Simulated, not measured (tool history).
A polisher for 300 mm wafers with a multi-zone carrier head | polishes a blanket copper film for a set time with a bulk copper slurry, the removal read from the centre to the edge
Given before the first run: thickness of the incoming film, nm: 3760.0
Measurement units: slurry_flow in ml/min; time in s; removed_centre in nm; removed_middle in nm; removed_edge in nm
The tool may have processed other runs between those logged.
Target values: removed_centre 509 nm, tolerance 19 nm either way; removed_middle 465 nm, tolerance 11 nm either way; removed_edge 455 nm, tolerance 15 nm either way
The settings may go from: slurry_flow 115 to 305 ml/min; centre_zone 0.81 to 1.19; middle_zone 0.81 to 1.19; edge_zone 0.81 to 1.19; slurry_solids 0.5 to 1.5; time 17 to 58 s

run 1 hour=0 | slurry_flow=195 centre_zone=1 middle_zone=1 edge_zone=1 slurry_solids=1 time=37 | removed_centre=537.94 removed_middle=524.81 removed_edge=570.38
run 2 hour=7 | slurry_flow=195 centre_zone=1.06 middle_zone=1 edge_zone=1 slurry_solids=1 time=37 | removed_centre=573.72 removed_middle=527.29 removed_edge=562.33
run 3 hour=12.1 | slurry_flow=185 centre_zone=1.06 middle_zone=1 edge_zone=0.96 slurry_solids=0.9 time=37 | removed_centre=563.81 removed_middle=509.76 removed_edge=543.66
run 4 hour=15.6 | slurry_flow=185 centre_zone=1.06 middle_zone=1 edge_zone=1.04 slurry_solids=0.9 time=37 | removed_centre=563.91 removed_middle=519.9 removed_edge=564.16
run 5 hour=18.7 | slurry_flow=185 centre_zone=1.06 middle_zone=1.01 edge_zone=1 slurry_solids=0.8 time=37 | removed_centre=551.91 removed_middle=512.75 removed_edge=545.12
run 6 hour=27.3 | slurry_flow=180 centre_zone=1.07 middle_zone=1.02 edge_zone=0.96 slurry_solids=0.75 time=37 | removed_centre=556.62 removed_middle=510.96 removed_edge=535.69
run 7 hour=35.5 | slurry_flow=180 centre_zone=1.08 middle_zone=1.03 edge_zone=0.93 slurry_solids=0.7 time=36 | removed_centre=530.64 removed_middle=492.85 removed_edge=505.54
run 8 hour=38.4 | slurry_flow=175 centre_zone=1.09 middle_zone=1.03 edge_zone=0.9 slurry_solids=0.65 time=36 | removed_centre=525.17 removed_middle=483.88 removed_edge=490.11
run 9 hour=41.8 | slurry_flow=170 centre_zone=1.09 middle_zone=1.03 edge_zone=0.88 slurry_solids=0.65 time=36 | removed_centre=523.72 removed_middle=481.7 removed_edge=483.38
run 10 hour=45.1 | slurry_flow=165 centre_zone=1.09 middle_zone=1.03 edge_zone=0.86 slurry_solids=0.65 time=36 | removed_centre=522.3 removed_middle=479.88 removed_edge=483.39

Pick the move, out of 5, that brings all results within their allowed miss; only one does.
run A hour=48.4 | slurry_flow=115 centre_zone=1.15 middle_zone=1.09 edge_zone=0.85 slurry_solids=0.7 time=36 | removed_centre=? removed_middle=? removed_edge=?
run B hour=48.4 | slurry_flow=155 centre_zone=1.14 middle_zone=0.94 edge_zone=0.95 slurry_solids=0.7 time=36 | removed_centre=? removed_middle=? removed_edge=?
run C hour=48.4 | slurry_flow=170 centre_zone=1.05 middle_zone=1.14 edge_zone=0.84 slurry_solids=0.55 time=35 | removed_centre=? removed_middle=? removed_edge=?
run D hour=48.4 | slurry_flow=155 centre_zone=1.01 middle_zone=1.01 edge_zone=0.96 slurry_solids=0.7 time=37 | removed_centre=? removed_middle=? removed_edge=?
run E hour=48.4 | slurry_flow=200 centre_zone=1.09 middle_zone=1.11 edge_zone=0.86 slurry_solids=0.8 time=33 | removed_centre=? removed_middle=? removed_edge=?

move=A removed_centre=496.92 removed_middle=462.03 removed_edge=454.13
move=B removed_centre=537.2 removed_middle=449.16 removed_edge=500.97
move=C removed_centre=477.05 removed_middle=495.74 removed_edge=456.04
move=D removed_centre=488.94 removed_middle=485.79 removed_edge=516.63
move=E removed_centre=505.65 removed_middle=494.53 removed_edge=464.72
A: hits every target within its allowed miss
B: the biggest miss grows against the last run
C: the worst result of the last run now meets its target, but another is out of spec
D: the biggest miss grows against the last run
E: the worst result of the last run now meets its target, but another is out of spec
So the answer is move A, the one that meets all the targets.
